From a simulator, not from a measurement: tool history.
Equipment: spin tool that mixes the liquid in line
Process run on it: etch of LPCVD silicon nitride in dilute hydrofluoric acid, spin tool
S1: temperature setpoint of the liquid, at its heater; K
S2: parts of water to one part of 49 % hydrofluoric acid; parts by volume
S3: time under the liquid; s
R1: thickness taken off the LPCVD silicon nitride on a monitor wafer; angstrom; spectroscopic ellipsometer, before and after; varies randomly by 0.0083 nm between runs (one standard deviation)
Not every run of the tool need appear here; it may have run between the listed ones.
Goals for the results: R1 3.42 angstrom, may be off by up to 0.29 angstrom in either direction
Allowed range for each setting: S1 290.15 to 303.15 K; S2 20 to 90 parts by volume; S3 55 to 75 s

run 1 hour=0 | S1=295.15 S2=50 S3=75 | R1=6.2074
run 2 hour=6.2 | S1=295.15 S2=45 S3=75 | R1=6.594
run 3 hour=10.6 | S1=294.15 S2=50 S3=75 | R1=5.6747
run 4 hour=11.2 | S1=294.15 S2=50 S3=75 | R1=5.3485
run 5 hour=17.1 | S1=293.15 S2=50 S3=75 | R1=5.266
run 6 hour=18.1 | S1=294.65 S2=50 S3=75 | R1=5.7138
run 7 hour=25.9 | S1=293.65 S2=55 S3=75 | R1=4.7351
run 8 hour=28.5 | S1=293.15 S2=55 S3=75 | R1=4.6675
run 9 hour=35.1 | S1=292.65 S2=55 S3=75 | R1=4.4927
run 10 hour=39.7 | S1=292.15 S2=55 S3=75 | R1=4.2859

4 candidate next runs follow, results not yet known. Just one meets every target within its allowed miss. Identify it.
run A hour=44.3 | S1=291.15 S2=55 S3=75 | R1=?
run B hour=44.3 | S1=290.65 S2=60 S3=55 | R1=?
run C hour=44.3 | S1=290.15 S2=60 S3=55 | R1=?
run D hour=44.3 | S1=292.65 S2=70 S3=70 | R1=?

move=A R1=4.1131
move=B R1=2.6757
move=C R1=2.582
move=D R1=3.3762
A: closer than the last run, but not yet in spec
B: carries the result that was furthest off beyond its target, to the other side
C: carries the result that was furthest off beyond its target, to the other side
D: all results land within tolerance of their targets
So the answer is move D, the one that meets all the targets.

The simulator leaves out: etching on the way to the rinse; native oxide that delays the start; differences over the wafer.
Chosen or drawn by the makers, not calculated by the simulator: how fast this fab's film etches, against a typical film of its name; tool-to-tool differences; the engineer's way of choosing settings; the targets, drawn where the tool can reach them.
